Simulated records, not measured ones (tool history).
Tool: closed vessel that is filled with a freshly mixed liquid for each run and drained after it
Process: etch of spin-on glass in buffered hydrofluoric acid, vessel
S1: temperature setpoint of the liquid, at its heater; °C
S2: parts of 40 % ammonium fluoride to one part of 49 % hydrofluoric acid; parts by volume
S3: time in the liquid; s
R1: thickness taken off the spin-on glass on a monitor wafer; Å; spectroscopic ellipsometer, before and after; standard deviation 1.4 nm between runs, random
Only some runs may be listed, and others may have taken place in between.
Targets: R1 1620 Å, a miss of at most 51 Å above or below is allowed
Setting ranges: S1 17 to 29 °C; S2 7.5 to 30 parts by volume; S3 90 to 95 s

run  hour    S1    S2  S3      R1
  1     0    21  20.5  90    1225
  2   1.6  22.5  20.5  90  1312.8
  3   6.1  22.5  20.5  90  1325.8
  4    15  23.5  20.5  90  1398.6
  5  22.6  23.5    26  90  1210.5
  6  28.2  23.5    23  90  1305.7
  7  32.9  24.5    23  90  1366.2
  8  38.3  25.5    23  90  1450.2
  9  42.2    26    23  90  1502.4
 10  44.5  26.5    23  90  1534.3

Below are 4 possible settings for the next run. Only one of them brings all results inside the allowed miss of their targets. Which is it?
  A  46.8  27.5  22.5  90   ?
  B  46.8  24.5    23  95   ?
  C  46.8    26    22  90   ?
  D  46.8  25.5  23.5  95   ?

move      R1
   A  1645.4
   B  1451.6
   C  1539.8
   D  1511.2
A: all results land within tolerance of their targets
B: moves away from the targets compared with the last run
C: closer than the last run, but not yet in spec
D: moves away from the targets compared with the last run
Correct choice: A, which meets every target
